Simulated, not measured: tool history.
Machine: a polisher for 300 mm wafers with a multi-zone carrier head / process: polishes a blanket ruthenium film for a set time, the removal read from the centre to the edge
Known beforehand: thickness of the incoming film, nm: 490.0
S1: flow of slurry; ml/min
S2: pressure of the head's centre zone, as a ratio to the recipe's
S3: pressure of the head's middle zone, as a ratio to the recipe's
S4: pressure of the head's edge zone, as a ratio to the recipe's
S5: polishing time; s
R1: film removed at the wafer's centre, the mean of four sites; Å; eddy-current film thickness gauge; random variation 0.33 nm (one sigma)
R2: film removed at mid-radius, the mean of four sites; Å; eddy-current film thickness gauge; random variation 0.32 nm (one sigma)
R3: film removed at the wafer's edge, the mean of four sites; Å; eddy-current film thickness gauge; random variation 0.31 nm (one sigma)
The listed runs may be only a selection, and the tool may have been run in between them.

run 1 hour=0.0 | S1=150 S2=1.00 S3=1.00 S4=1.00 S5=49 | R1=399.99 R2=400.91 R3=394.45
run 2 hour=2.3 | S1=150 S2=1.00 S3=0.97 S4=1.00 S5=49 | R1=390.37 R2=385.53 R3=385.17
run 3 hour=10.8 | S1=150 S2=1.00 S3=0.97 S4=1.00 S5=44 | R1=350.65 R2=357.54 R3=348.79
run 4 hour=16.9 | S1=150 S2=1.00 S3=0.97 S4=1.00 S5=52 | R1=423.18 R2=408.42 R3=412.52
run 5 hour=17.6 | S1=145 S2=1.01 S3=0.94 S4=0.98 S5=48 | R1=389.32 R2=375.99 R3=375.75
run 6 hour=18.3 | S1=145 S2=1.01 S3=0.94 S4=0.98 S5=37 | R1=304.65 R2=287.30 R3=289.64
run 7 hour=25.0 | S1=125 S2=0.98 S3=0.88 S4=0.88 S5=31 | R1=236.81 R2=225.77 R3=230.65

Expected results for the next run?
run 8 hour=26.9 | S1=130 S2=0.99 S3=0.88 S4=0.88 S5=31 | R1=? R2=? R3=?

R1: 244.49 Å
R2: 227.21 Å
R3: 226.27 Å
